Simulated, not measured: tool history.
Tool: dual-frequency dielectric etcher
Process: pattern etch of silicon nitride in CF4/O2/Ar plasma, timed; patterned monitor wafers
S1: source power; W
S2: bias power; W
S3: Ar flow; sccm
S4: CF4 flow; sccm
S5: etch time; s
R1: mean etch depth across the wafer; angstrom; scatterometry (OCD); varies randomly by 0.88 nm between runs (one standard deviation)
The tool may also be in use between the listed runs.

run,hour,S1,S2,S3,S4,S5,R1
1,0,380,56,90,137,109.5,1791
2,6.9,390,56,90,137,109.5,1819.3
3,13.2,390,51,90,137,109.5,1770.1
4,17.7,400,51,90,137,109.5,1806.9
5,21.4,470,51,90,137,109.5,2043.9
6,23.7,480,51,90,137,109.5,2091.7
7,26.4,490,51,90,137,109.5,2123.4
8,33.1,510,51,90,137,109.5,2188.5
9,38,520,51,90,137,109.5,2201.4

Run 10 has not been measured yet. What should we expect?
# hour 46.4: source power generator calibrated
10,46.4,530,51,90,137,109.5,?

R1: 2343.6 angstrom
